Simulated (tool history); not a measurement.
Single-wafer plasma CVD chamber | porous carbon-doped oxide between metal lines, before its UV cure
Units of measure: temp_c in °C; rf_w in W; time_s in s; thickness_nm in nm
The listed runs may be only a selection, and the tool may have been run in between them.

run,hour,temp_c,rf_w,time_s,thickness_nm
1,0,315,550,26.6,137.15
2,1.2,320,550,26.6,133.72
3,9.3,322,540,26.6,131.39
4,14.3,322,540,27.4,135.03
5,19.8,322,510,27.4,129.87
6,24.4,322,510,26.6,126.98
7,32.4,322,510,26.6,126.32
8,33.9,324,505,26.6,124.83
9,37.1,326,500,26.6,122.53

Estimate the outcome of run 10 from the log above:
10,40.1,327,500,26.6,?

Run 10 produced thickness_nm 122.12 nm.
